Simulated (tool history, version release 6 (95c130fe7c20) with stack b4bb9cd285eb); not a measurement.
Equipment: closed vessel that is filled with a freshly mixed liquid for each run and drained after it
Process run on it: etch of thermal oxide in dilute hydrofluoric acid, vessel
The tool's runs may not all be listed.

| run | hour | temperature setpoint of the liquid (K) | parts of water to one part of 49 % hydrofluoric acid (parts by volume) | time in the liquid (s) | thickness taken off the thermal oxide on a monitor wafer (Å) |
|---|---|---|---|---|---|
| 1 | 0 | 298.15 | 45 | 625 | 629.32 |
| 2 | 0.7 | 296.15 | 45 | 625 | 574 |
| 3 | 4.9 | 296.15 | 45 | 625 | 580.37 |
| 4 | 6 | 296.15 | 45 | 665 | 618.81 |
| 5 | 9.7 | 294.65 | 45 | 665 | 574.79 |
| 6 | 15.8 | 294.65 | 35 | 665 | 755.48 |
| 7 | 17.3 | 293.15 | 40 | 665 | 607.27 |
| 8 | 18.2 | 292.15 | 40 | 665 | 584.99 |
| 9 | 19.2 | 291.65 | 40 | 665 | 577.4 |
| 10 | 27.2 | 291.15 | 40 | 665 | 562.09 |
| 11 | 33.6 | 291.15 | 40 | 665 | 557.55 |

Forecast run 12:
| 12 | 35 | 290.65 | 40 | 665 | ? |

Run 12 came out at thickness taken off the thermal oxide on a monitor wafer (Å) 548.63.

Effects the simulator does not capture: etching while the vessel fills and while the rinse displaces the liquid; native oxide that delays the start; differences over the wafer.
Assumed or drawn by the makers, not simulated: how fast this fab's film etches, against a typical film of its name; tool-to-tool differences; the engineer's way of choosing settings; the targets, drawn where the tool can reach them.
